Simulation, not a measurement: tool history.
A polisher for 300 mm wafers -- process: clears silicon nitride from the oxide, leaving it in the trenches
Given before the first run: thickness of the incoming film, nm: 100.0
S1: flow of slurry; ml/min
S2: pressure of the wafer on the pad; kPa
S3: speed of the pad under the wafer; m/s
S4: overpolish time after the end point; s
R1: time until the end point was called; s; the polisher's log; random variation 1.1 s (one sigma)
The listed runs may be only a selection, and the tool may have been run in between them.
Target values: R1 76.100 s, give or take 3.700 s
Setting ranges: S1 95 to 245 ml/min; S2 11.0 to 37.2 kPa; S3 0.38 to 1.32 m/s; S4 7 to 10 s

Run 1, hour 0.0: S1 155 ml/min, S2 24.1 kPa, S3 0.84 m/s, S4 10 s. Result: R1 99.834 s.
Run 2, hour 2.5: S1 120 ml/min, S2 24.1 kPa, S3 0.84 m/s, S4 10 s. Result: R1 109.270 s.
Run 3, hour 10.9: S1 135 ml/min, S2 24.8 kPa, S3 0.84 m/s, S4 10 s. Result: R1 101.610 s.
Run 4, hour 14.7: S1 135 ml/min, S2 24.8 kPa, S3 0.70 m/s, S4 10 s. Result: R1 123.660 s.
Run 5, hour 16.7: S1 135 ml/min, S2 24.8 kPa, S3 0.70 m/s, S4 10 s. Result: R1 120.540 s.
Run 6, hour 24.2: S1 135 ml/min, S2 24.8 kPa, S3 0.54 m/s, S4 10 s. Result: R1 154.140 s.
Run 7, hour 28.0: S1 145 ml/min, S2 26.9 kPa, S3 0.56 m/s, S4 10 s. Result: R1 140.870 s.
Run 8, hour 29.0: S1 150 ml/min, S2 29.0 kPa, S3 0.60 m/s, S4 10 s. Result: R1 123.690 s.
Run 9, hour 33.3: S1 155 ml/min, S2 30.3 kPa, S3 0.64 m/s, S4 10 s. Result: R1 109.320 s.
Run 10, hour 41.9: S1 170 ml/min, S2 37.2 kPa, S3 0.68 m/s, S4 10 s. Result: R1 85.801 s.
Run 11, hour 47.9: S1 170 ml/min, S2 37.2 kPa, S3 0.68 m/s, S4 10 s. Result: R1 88.032 s.
Run 12, hour 55.7: S1 170 ml/min, S2 37.2 kPa, S3 0.70 m/s, S4 10 s. Result: R1 83.207 s.
Run 13, hour 59.2: S1 170 ml/min, S2 37.2 kPa, S3 0.72 m/s, S4 10 s. Result: R1 81.786 s.

Which single option among these 4 for the next run brings every result within its allowed miss of target? Just one does.
Run A, hour 62.7: S1 120 ml/min, S2 36.5 kPa, S3 0.72 m/s, S4 7 s. Result: R1 ?.
Run B, hour 62.7: S1 165 ml/min, S2 34.5 kPa, S3 0.68 m/s, S4 9 s. Result: R1 ?.
Run C, hour 62.7: S1 170 ml/min, S2 32.4 kPa, S3 0.72 m/s, S4 10 s. Result: R1 ?.
Run D, hour 62.7: S1 145 ml/min, S2 33.1 kPa, S3 0.88 m/s, S4 10 s. Result: R1 ?.

move      R1
   A  86.485
   B  91.318
   C  90.918
   D  75.280
A: the biggest miss grows against the last run
B: the biggest miss grows against the last run
C: the biggest miss grows against the last run
D: all results in spec
The right move is D.
